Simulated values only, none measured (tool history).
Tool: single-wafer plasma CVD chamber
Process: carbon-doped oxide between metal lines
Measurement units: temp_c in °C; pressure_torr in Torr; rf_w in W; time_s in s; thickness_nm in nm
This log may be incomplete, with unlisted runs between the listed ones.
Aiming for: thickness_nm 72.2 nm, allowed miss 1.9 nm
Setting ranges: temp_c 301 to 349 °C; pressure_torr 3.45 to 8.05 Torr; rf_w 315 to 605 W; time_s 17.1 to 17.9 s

run	hour	temp_c	pressure_torr	rf_w	time_s	thickness_nm
1	0	325	5.75	460	17.9	88.017
2	4	325	6.54	460	17.9	89.387
3	7.4	325	6.54	460	17.9	89.708
4	15.4	326	6.44	450	17.9	87.833
5	22.4	327	6.36	440	17.9	85.831
6	25.4	328	6.28	430	17.9	83.795
7	28.9	329	6.2	425	17.9	83.445
# hour 31: capacitance manometer re-zeroed and calibrated
8	31	330	6.15	415	17.9	81.376
9	33.3	331	6.09	410	17.9	80.845

Consider the 4 candidate settings below. Which is the only one whose results all fall within their allowed miss of target?
A	35.6	331	6.14	400	17.3	?
B	35.6	331	5.85	400	17.1	?
C	35.6	329	5.54	370	17.1	?
D	35.6	336	5.83	380	17.9	?

move	thickness_nm
A	76.13
B	75.015
C	72.077
D	74.772
A: nearer the targets than the last run, but a result is still out of spec
B: nearer the targets than the last run, but a result is still out of spec
C: all results land within tolerance of their targets
D: nearer the targets than the last run, but a result is still out of spec
The move that meets every target is C.
